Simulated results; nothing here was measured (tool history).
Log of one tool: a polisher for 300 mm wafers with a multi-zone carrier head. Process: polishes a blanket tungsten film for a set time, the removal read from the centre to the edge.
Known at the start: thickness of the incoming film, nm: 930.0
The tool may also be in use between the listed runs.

| run | day | flow of slurry (ml/min) | pressure of the head's centre zone | pressure of the head's middle zone | pressure of the head's edge zone | abrasive content of the slurry | polishing time (s) | film removed at the wafer's centre (nm) | film removed at mid-radius (nm) | film removed at the wafer's edge (nm) |
|---|---|---|---|---|---|---|---|---|---|---|
| 1 | 0 | 280 | 1 | 1 | 1 | 1 | 57 | 224.69 | 222.07 | 217.77 |
| 2 | 0.325 | 265 | 0.97 | 0.96 | 1.02 | 1 | 57 | 207.13 | 217.42 | 219.4 |
| 3 | 0.458 | 265 | 0.97 | 0.96 | 1.02 | 1.15 | 57 | 212.65 | 221.69 | 224.82 |
| 4 | 0.758 | 265 | 0.97 | 0.96 | 1.02 | 1.15 | 68 | 252.8 | 261.8 | 267.88 |
| 5 | 0.921 | 255 | 0.97 | 0.91 | 1.02 | 1 | 66 | 241.81 | 236.35 | 251.54 |
| 6 | 1.179 | 245 | 0.95 | 0.88 | 1.02 | 0.85 | 65 | 226.83 | 218.64 | 242.01 |
| 7 | 1.546 | 235 | 0.93 | 0.86 | 1 | 0.75 | 65 | 217.45 | 212.06 | 231.31 |
| 8 | 1.654 | 225 | 0.92 | 0.84 | 1.01 | 0.7 | 65 | 208.39 | 199.47 | 230.31 |

Run 9 comes next. What will it give?
| 9 | 1.958 | 215 | 0.91 | 0.83 | 1 | 0.7 | 65 | ? | ? | ? |

Run 9 gave film removed at the wafer's centre (nm) 202.58, film removed at mid-radius (nm) 197.14, film removed at the wafer's edge (nm) 227.55.
